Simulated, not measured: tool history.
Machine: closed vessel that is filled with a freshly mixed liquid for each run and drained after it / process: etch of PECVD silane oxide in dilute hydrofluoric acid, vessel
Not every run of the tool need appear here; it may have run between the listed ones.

run	day	temperature setpoint of the liquid (K)	parts of water to one part of 49 % hydrofluoric acid (parts by volume)	time in the liquid (s)	thickness taken off the PECVD silane oxide on a monitor wafer (angstrom)
1	0	299.15	250	45	52.717
2	0.371	302.65	250	45	59.654
3	0.558	306.15	250	45	66.59
4	0.883	304.15	250	45	63.076
5	1.2	302.65	250	45	60.038
6	1.362	302.65	295	45	48.23

Run 7 has not been measured yet. What should we expect?
7	1.583	302.15	295	45	?

Run 7 yielded thickness taken off the PECVD silane oxide on a monitor wafer (angstrom) 47.695.

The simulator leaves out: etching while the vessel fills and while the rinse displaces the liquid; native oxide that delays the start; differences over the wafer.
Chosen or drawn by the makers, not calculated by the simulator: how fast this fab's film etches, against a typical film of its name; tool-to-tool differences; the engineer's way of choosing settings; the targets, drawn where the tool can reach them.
